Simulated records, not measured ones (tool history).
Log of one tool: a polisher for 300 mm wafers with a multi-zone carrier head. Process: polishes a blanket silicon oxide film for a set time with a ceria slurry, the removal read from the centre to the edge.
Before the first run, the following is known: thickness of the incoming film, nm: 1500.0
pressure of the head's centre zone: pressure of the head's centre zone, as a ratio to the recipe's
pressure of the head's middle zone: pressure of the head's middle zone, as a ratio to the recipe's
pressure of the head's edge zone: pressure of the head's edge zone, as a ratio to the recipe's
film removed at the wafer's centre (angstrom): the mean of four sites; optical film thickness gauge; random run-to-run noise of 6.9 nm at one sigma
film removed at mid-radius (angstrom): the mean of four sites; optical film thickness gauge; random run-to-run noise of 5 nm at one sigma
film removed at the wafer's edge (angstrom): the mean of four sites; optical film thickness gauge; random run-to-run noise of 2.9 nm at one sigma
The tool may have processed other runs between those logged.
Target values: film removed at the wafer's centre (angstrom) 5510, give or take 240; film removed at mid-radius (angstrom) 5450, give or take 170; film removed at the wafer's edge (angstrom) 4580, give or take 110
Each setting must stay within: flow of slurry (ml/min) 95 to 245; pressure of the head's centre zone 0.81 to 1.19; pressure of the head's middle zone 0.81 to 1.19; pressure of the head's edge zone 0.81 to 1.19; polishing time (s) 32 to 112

run  hour  flow of slurry (ml/min)  pressure of the head's centre zone  pressure of the head's middle zone  pressure of the head's edge zone  polishing time (s)  film removed at the wafer's centre (angstrom)  film removed at mid-radius (angstrom)  film removed at the wafer's edge (angstrom)
  1     0                      155                                   1                                   1                                 1                  72                                         3733.4                                 3737.9                                       3791.2
  2   6.9                      175                                1.04                                1.05                                 1                  75                                         4197.2                                 4123.8                                       3992.8
  3  11.7                      175                                1.04                                1.05                                 1                  61                                         3387.4                                 3340.2                                       3246.9
  4  14.3                      175                                1.04                                   1                                 1                  61                                         3407.1                                 3228.5                                       3264.8
  5  17.1                      175                                1.04                                0.95                                 1                  61                                         3374.8                                 3088.3                                       3259.4
  6  25.6                      175                                1.04                                1.01                                 1                  61                                         3394.5                                 3214.6                                       3288.2
  7  27.2                      190                                1.06                                1.06                              0.99                  68                                         3883.9                                 3796.2                                       3642.9
  8    33                      200                                1.09                                 1.1                              0.98                  72                                         4251.8                                   4151                                       3823.3
  9  41.3                      210                                1.11                                1.13                              0.98                  76                                         4610.3                                 4448.6                                       4105.7
 10  45.5                      215                                1.12                                1.15                              0.95                  79                                         4809.7                                 4734.6                                       4127.4
 11  50.1                      220                                1.13                                1.16                              0.95                  81                                         5020.6                                 4996.2                                       4279.3
 12  52.8                      225                                1.14                                1.17                              0.95                  82                                           5189                                 5040.7                                       4321.1
 13  59.1                      230                                1.14                                1.18                              0.95                  83                                         5278.3                                 5229.9                                       4353.3
 14  60.6                      230                                1.14                                1.18                              0.96                  84                                         5332.3                                 5201.5                                       4436.8

Below are 4 possible settings for the next run. Only one of them brings all results inside the allowed miss of their targets. Which is it?
  A  62.1                      245                                1.14                                1.18                              0.93                  86                                              ?                                      ?                                            ?
  B  62.1                      230                                1.17                                1.14                              0.97                  85                                              ?                                      ?                                            ?
  C  62.1                      240                                1.16                                1.15                              0.95                  82                                              ?                                      ?                                            ?
  D  62.1                      190                                0.96                                1.19                              0.93                  95                                              ?                                      ?                                            ?

move  film removed at the wafer's centre (angstrom)  film removed at mid-radius (angstrom)  film removed at the wafer's edge (angstrom)
   A                                         5365.1                                 5301.7                                       4508.3
   B                                           5404                                 5053.8                                       4526.6
   C                                         5193.1                                 4933.3                                       4336.9
   D                                         4842.5                                 5754.4                                       4885.3
A: meets every target
B: its largest miss is bigger than the last run's
C: its largest miss is bigger than the last run's
D: takes the biggest miss from the last run beyond its target
A is the move that brings every result within its allowed miss.

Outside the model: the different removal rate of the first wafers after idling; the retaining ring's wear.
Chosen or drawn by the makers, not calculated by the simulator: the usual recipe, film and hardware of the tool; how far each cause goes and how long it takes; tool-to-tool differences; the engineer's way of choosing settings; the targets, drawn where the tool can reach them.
